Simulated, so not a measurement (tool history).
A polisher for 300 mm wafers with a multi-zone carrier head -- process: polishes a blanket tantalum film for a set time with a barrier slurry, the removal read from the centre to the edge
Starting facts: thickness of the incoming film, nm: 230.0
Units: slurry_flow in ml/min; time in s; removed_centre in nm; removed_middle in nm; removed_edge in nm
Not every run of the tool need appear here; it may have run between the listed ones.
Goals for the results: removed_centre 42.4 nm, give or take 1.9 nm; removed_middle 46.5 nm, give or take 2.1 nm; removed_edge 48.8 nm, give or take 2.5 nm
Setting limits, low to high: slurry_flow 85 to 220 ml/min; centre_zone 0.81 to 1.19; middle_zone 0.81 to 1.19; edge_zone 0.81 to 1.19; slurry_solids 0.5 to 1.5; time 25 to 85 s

{"run": 1, "hour": 0.0, "slurry_flow": 140, "centre_zone": 1, "middle_zone": 1, "edge_zone": 1, "slurry_solids": 1, "time": 55, "removed_centre": 78.517, "removed_middle": 76.134, "removed_edge": 78.848}
{"run": 2, "hour": 2.6, "slurry_flow": 140, "centre_zone": 1.05, "middle_zone": 1, "edge_zone": 1, "slurry_solids": 1, "time": 55, "removed_centre": 80.564, "removed_middle": 75.715, "removed_edge": 79.519}
{"run": 3, "hour": 7.3, "slurry_flow": 130, "centre_zone": 1, "middle_zone": 1, "edge_zone": 1.01, "slurry_solids": 0.85, "time": 51, "removed_centre": 68.866, "removed_middle": 68.232, "removed_edge": 72.544}
{"run": 4, "hour": 15.4, "slurry_flow": 130, "centre_zone": 1, "middle_zone": 1, "edge_zone": 0.96, "slurry_solids": 0.85, "time": 51, "removed_centre": 69.433, "removed_middle": 67.145, "removed_edge": 70.111}
{"run": 5, "hour": 17.4, "slurry_flow": 130, "centre_zone": 0.96, "middle_zone": 1, "edge_zone": 0.96, "slurry_solids": 0.85, "time": 51, "removed_centre": 65.247, "removed_middle": 68.3, "removed_edge": 69.466}
{"run": 6, "hour": 20.8, "slurry_flow": 130, "centre_zone": 0.96, "middle_zone": 0.96, "edge_zone": 0.96, "slurry_solids": 0.85, "time": 51, "removed_centre": 66.549, "removed_middle": 65.072, "removed_edge": 68.928}
{"run": 7, "hour": 27.2, "slurry_flow": 125, "centre_zone": 0.93, "middle_zone": 0.95, "edge_zone": 0.94, "slurry_solids": 0.75, "time": 48, "removed_centre": 58.059, "removed_middle": 57.722, "removed_edge": 63.395}
{"run": 8, "hour": 35.3, "slurry_flow": 125, "centre_zone": 0.91, "middle_zone": 0.96, "edge_zone": 0.91, "slurry_solids": 0.7, "time": 46, "removed_centre": 53.885, "removed_middle": 55.874, "removed_edge": 59.038}
{"run": 9, "hour": 40.6, "slurry_flow": 125, "centre_zone": 0.89, "middle_zone": 0.96, "edge_zone": 0.89, "slurry_solids": 0.65, "time": 45, "removed_centre": 51.091, "removed_middle": 54.727, "removed_edge": 55.202}
{"run": 10, "hour": 43.4, "slurry_flow": 120, "centre_zone": 0.87, "middle_zone": 0.95, "edge_zone": 0.88, "slurry_solids": 0.6, "time": 45, "removed_centre": 48.352, "removed_middle": 52.572, "removed_edge": 55.346}
{"run": 11, "hour": 50.3, "slurry_flow": 120, "centre_zone": 0.86, "middle_zone": 0.95, "edge_zone": 0.87, "slurry_solids": 0.55, "time": 44, "removed_centre": 46.742, "removed_middle": 50.034, "removed_edge": 52.141}
{"run": 12, "hour": 56.4, "slurry_flow": 115, "centre_zone": 0.85, "middle_zone": 0.95, "edge_zone": 0.86, "slurry_solids": 0.55, "time": 44, "removed_centre": 45.415, "removed_middle": 48.446, "removed_edge": 50.615}
{"run": 13, "hour": 62.9, "slurry_flow": 110, "centre_zone": 0.84, "middle_zone": 0.95, "edge_zone": 0.86, "slurry_solids": 0.55, "time": 44, "removed_centre": 44.594, "removed_middle": 49.938, "removed_edge": 51.301}
{"run": 14, "hour": 71.1, "slurry_flow": 105, "centre_zone": 0.84, "middle_zone": 0.91, "edge_zone": 0.84, "slurry_solids": 0.5, "time": 42, "removed_centre": 40.518, "removed_middle": 43.916, "removed_edge": 48.266}
{"run": 15, "hour": 75.5, "slurry_flow": 110, "centre_zone": 0.84, "middle_zone": 0.92, "edge_zone": 0.84, "slurry_solids": 0.5, "time": 42, "removed_centre": 41.216, "removed_middle": 43.519, "removed_edge": 47.37}

5 candidate next runs follow, results not yet known. Just one meets every target within its allowed miss. Identify it.
{"run": "A", "hour": 79.9, "slurry_flow": 160, "centre_zone": 0.86, "middle_zone": 0.97, "edge_zone": 0.93, "slurry_solids": 0.55, "time": 39, "removed_centre": "?", "removed_middle": "?", "removed_edge": "?"}
{"run": "B", "hour": 79.9, "slurry_flow": 120, "centre_zone": 0.82, "middle_zone": 1.06, "edge_zone": 0.81, "slurry_solids": 0.5, "time": 38, "removed_centre": "?", "removed_middle": "?", "removed_edge": "?"}
{"run": "C", "hour": 79.9, "slurry_flow": 100, "centre_zone": 0.85, "middle_zone": 0.83, "edge_zone": 1.03, "slurry_solids": 0.6, "time": 38, "removed_centre": "?", "removed_middle": "?", "removed_edge": "?"}
{"run": "D", "hour": 79.9, "slurry_flow": 95, "centre_zone": 0.88, "middle_zone": 0.89, "edge_zone": 0.99, "slurry_solids": 0.6, "time": 39, "removed_centre": "?", "removed_middle": "?", "removed_edge": "?"}
{"run": "E", "hour": 79.9, "slurry_flow": 85, "centre_zone": 0.81, "middle_zone": 0.98, "edge_zone": 0.96, "slurry_solids": 0.65, "time": 44, "removed_centre": "?", "removed_middle": "?", "removed_edge": "?"}

move=A removed_centre=43.196 removed_middle=46.852 removed_edge=48.54
move=B removed_centre=37.629 removed_middle=46.05 removed_edge=43.193
move=C removed_centre=39.481 removed_middle=38.387 removed_edge=47.556
move=D removed_centre=41.391 removed_middle=41.396 removed_edge=47.973
move=E removed_centre=43.596 removed_middle=50.845 removed_edge=54.127
A: every result lands within tolerance
B: puts the biggest miss on target and leaves a different result outside tolerance
C: further off than the last run
D: further off than the last run
E: takes the biggest miss from the last run beyond its target
Move A is the one to make.

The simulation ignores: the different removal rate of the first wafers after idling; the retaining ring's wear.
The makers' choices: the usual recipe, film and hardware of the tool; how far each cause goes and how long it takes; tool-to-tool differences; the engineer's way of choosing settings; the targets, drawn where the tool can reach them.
